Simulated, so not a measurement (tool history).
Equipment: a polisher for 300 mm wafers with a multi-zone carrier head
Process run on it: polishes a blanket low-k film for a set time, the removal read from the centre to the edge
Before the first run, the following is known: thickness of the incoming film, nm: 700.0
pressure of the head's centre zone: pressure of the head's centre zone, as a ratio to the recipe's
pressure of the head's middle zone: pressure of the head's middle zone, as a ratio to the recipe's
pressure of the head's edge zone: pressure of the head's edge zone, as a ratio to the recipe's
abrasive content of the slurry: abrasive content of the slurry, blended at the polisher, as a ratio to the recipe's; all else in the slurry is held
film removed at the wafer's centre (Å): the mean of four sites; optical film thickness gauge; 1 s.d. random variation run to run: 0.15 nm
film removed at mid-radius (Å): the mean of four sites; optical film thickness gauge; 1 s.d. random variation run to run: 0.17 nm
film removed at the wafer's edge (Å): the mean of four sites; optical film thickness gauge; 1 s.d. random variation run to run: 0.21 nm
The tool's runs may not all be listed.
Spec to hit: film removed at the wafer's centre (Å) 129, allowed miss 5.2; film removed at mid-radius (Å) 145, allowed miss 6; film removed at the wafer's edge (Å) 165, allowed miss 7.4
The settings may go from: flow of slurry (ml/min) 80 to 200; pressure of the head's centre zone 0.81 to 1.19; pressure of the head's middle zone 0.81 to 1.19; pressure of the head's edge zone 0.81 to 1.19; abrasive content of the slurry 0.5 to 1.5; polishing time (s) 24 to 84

| run | hour | flow of slurry (ml/min) | pressure of the head's centre zone | pressure of the head's middle zone | pressure of the head's edge zone | abrasive content of the slurry | polishing time (s) | film removed at the wafer's centre (Å) | film removed at mid-radius (Å) | film removed at the wafer's edge (Å) |
|---|---|---|---|---|---|---|---|---|---|---|
| 1 | 0 | 130 | 1 | 1 | 1 | 1 | 54 | 184.13 | 188.53 | 188.24 |
| 2 | 2.3 | 125 | 0.98 | 0.98 | 1 | 0.95 | 54 | 172.37 | 184.02 | 181.02 |
| 3 | 10.6 | 105 | 0.98 | 0.98 | 1 | 0.95 | 54 | 166.4 | 170.08 | 180.77 |
| 4 | 16.4 | 100 | 0.96 | 0.97 | 1 | 0.95 | 54 | 161.2 | 167.62 | 175.01 |
| 5 | 22.1 | 95 | 0.94 | 0.96 | 1.01 | 0.95 | 54 | 151.61 | 166.68 | 175.43 |
| 6 | 29.8 | 120 | 0.94 | 0.96 | 1.01 | 0.95 | 54 | 162.46 | 176.48 | 181.45 |
| 7 | 38.1 | 85 | 0.84 | 0.86 | 1 | 0.8 | 54 | 121.13 | 133.4 | 157.98 |
| 8 | 38.9 | 90 | 0.84 | 0.86 | 1 | 0.8 | 54 | 121.88 | 136.56 | 155.65 |
| 9 | 43 | 90 | 0.84 | 0.86 | 1.01 | 0.8 | 54 | 123.76 | 135.9 | 159.45 |

Below are 4 possible settings for the next run. Only one of them brings all results inside the allowed miss of their targets. Which is it?
| A | 47.1 | 80 | 0.85 | 0.86 | 1.19 | 0.6 | 65 | ? | ? | ? |
| B | 47.1 | 80 | 0.96 | 0.82 | 1.06 | 0.9 | 49 | ? | ? | ? |
| C | 47.1 | 80 | 0.84 | 0.99 | 1.04 | 0.65 | 61 | ? | ? | ? |
| D | 47.1 | 110 | 0.84 | 0.9 | 1.07 | 0.65 | 60 | ? | ? | ? |

| move | film removed at the wafer's centre (Å) | film removed at mid-radius (Å) | film removed at the wafer's edge (Å) |
|---|---|---|---|
| A | 123.16 | 132.97 | 166.92 |
| B | 132.22 | 122.08 | 150.34 |
| C | 120.39 | 147.73 | 153.69 |
| D | 130.09 | 145.57 | 162.16 |
A: its largest miss is bigger than the last run's
B: its largest miss is bigger than the last run's
C: the worst result of the last run now meets its target, but another is out of spec
D: all results land within tolerance of their targets
D is the move that brings every result within its allowed miss.
